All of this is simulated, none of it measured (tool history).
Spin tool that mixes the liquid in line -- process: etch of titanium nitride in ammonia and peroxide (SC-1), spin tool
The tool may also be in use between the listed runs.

run    day  temperature setpoint of the liquid (C)  parts of water to one part of 30 % peroxide (parts by volume)  parts of 29 % ammonia solution to one part of 30 % peroxide (parts by volume)  time under the liquid (s)  thickness taken off the titanium nitride on a monitor wafer (angstrom)
  1  0.000                                    59.0                                                             14                                                                           0.55                        150                                                                  127.62
  2  0.112                                    62.5                                                             14                                                                           0.55                        150                                                                  162.54
  3  0.283                                    63.0                                                             14                                                                           0.55                        150                                                                  163.34
  4  0.467                                    64.0                                                             14                                                                           0.55                        150                                                                  182.07
  5  0.692                                    64.5                                                             14                                                                           0.55                        150                                                                  186.13
  6  0.721                                    58.5                                                             14                                                                           0.55                        150                                                                  125.14

What will run 7 give?
  7  0.896                                    60.0                                                             14                                                                           0.55                        150                                                                       ?

Logged for run 7: thickness taken off the titanium nitride on a monitor wafer (angstrom) 135.50.

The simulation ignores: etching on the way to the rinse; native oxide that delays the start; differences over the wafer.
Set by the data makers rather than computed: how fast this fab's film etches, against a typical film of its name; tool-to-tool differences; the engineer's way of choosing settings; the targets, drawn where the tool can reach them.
